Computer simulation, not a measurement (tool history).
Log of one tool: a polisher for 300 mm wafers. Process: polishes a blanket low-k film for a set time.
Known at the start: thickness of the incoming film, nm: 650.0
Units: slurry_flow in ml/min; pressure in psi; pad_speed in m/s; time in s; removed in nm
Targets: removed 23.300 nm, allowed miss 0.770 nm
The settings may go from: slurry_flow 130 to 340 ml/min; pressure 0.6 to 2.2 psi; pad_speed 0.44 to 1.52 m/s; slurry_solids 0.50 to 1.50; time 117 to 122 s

run	hour	slurry_flow	pressure	pad_speed	slurry_solids	time	removed
1	0.0	220	1.4	0.98	1.00	117	28.155
2	7.8	220	1.3	0.98	1.00	117	26.499
3	9.8	265	1.3	0.98	1.00	117	27.517
4	13.5	250	1.2	0.98	1.00	117	26.101
5	20.1	280	1.2	0.98	1.00	117	26.578
6	24.1	280	1.2	0.98	1.00	117	26.073
7	25.4	275	1.1	0.98	1.00	117	24.954
8	30.7	270	1.1	0.98	1.00	117	24.739
9	32.4	265	1.1	0.98	1.00	117	24.527
10	35.7	260	1.1	0.98	1.00	117	24.704
11	41.9	255	1.1	0.98	1.00	117	24.797

Which of these 4 next moves meets every target?
A	48.1	275	0.9	0.90	1.05	118	?
B	48.1	255	1.1	0.94	0.80	121	?
C	48.1	235	1.1	1.00	0.95	121	?
D	48.1	285	0.7	1.14	1.15	119	?

move	removed
A	21.713
B	22.251
C	25.228
D	23.338
A: takes the result that was furthest off past its target
B: takes the result that was furthest off past its target
C: further off than the last run
D: meets every target
Move D is the one to make.

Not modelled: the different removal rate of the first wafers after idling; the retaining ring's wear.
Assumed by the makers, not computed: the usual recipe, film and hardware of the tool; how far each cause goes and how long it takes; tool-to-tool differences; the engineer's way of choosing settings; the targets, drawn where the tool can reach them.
